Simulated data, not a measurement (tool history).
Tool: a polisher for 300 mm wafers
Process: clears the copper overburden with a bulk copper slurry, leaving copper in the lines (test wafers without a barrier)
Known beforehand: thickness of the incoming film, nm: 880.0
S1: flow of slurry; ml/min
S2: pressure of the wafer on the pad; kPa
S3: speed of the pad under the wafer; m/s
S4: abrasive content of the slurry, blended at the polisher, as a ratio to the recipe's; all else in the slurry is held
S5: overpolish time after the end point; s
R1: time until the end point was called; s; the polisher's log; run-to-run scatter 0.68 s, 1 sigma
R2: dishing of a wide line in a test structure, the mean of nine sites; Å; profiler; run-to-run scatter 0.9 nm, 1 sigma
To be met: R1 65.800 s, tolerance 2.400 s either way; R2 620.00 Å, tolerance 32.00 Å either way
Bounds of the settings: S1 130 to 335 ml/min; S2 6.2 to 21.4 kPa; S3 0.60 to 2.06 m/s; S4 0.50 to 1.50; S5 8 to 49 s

{"run": 1, "hour": 0.0, "S1": 215, "S2": 13.8, "S3": 1.32, "S4": 1.0, "S5": 25, "R1": 76.163, "R2": 678.96}
{"run": 2, "hour": 8.6, "S1": 215, "S2": 13.8, "S3": 1.06, "S4": 1.0, "S5": 25, "R1": 93.137, "R2": 648.1}
{"run": 3, "hour": 16.5, "S1": 215, "S2": 13.8, "S3": 1.06, "S4": 0.85, "S5": 25, "R1": 95.575, "R2": 614.7}
{"run": 4, "hour": 20.7, "S1": 215, "S2": 14.5, "S3": 1.06, "S4": 0.8, "S5": 23, "R1": 92.964, "R2": 634.03}
{"run": 5, "hour": 26.1, "S1": 220, "S2": 14.5, "S3": 1.12, "S4": 0.75, "S5": 21, "R1": 90.342, "R2": 629.64}
{"run": 6, "hour": 28.1, "S1": 210, "S2": 14.5, "S3": 1.2, "S4": 0.7, "S5": 19, "R1": 83.844, "R2": 597.39}
{"run": 7, "hour": 29.7, "S1": 210, "S2": 15.2, "S3": 1.2, "S4": 0.7, "S5": 18, "R1": 81.077, "R2": 613.69}
{"run": 8, "hour": 35.9, "S1": 220, "S2": 17.2, "S3": 1.34, "S4": 0.7, "S5": 8, "R1": 65.598, "R2": 470.95}
{"run": 9, "hour": 38.9, "S1": 220, "S2": 17.2, "S3": 1.34, "S4": 0.7, "S5": 10, "R1": 64.467, "R2": 520.46}
{"run": 10, "hour": 46.2, "S1": 220, "S2": 17.2, "S3": 1.34, "S4": 0.7, "S5": 11, "R1": 65.465, "R2": 531.74}
{"run": 11, "hour": 48.1, "S1": 220, "S2": 17.2, "S3": 1.34, "S4": 0.7, "S5": 12, "R1": 65.415, "R2": 590.46}
{"run": 12, "hour": 56.9, "S1": 220, "S2": 17.2, "S3": 1.34, "S4": 0.65, "S5": 12, "R1": 65.798, "R2": 577.18}

Next run, 4 choices. One meets every target within its allowed miss, the rest don't. Which?
{"run": "A", "hour": 65.7, "S1": 205, "S2": 17.2, "S3": 1.34, "S4": 0.75, "S5": 10, "R1": "?", "R2": "?"}
{"run": "B", "hour": 65.7, "S1": 230, "S2": 17.9, "S3": 1.3, "S4": 0.65, "S5": 14, "R1": "?", "R2": "?"}
{"run": "C", "hour": 65.7, "S1": 225, "S2": 17.9, "S3": 1.28, "S4": 0.65, "S5": 10, "R1": "?", "R2": "?"}
{"run": "D", "hour": 65.7, "S1": 195, "S2": 15.2, "S3": 1.52, "S4": 0.5, "S5": 22, "R1": "?", "R2": "?"}

move=A R1=64.627 R2=526.31
move=B R1=64.933 R2=619.53
move=C R1=66.022 R2=523.19
move=D R1=66.094 R2=683.88
A: lands further from the targets than the last run did
B: each result inside its tolerance
C: lands further from the targets than the last run did
D: the result that was furthest off in the last run now lies on the other side of its target
Go with B: it meets all targets.
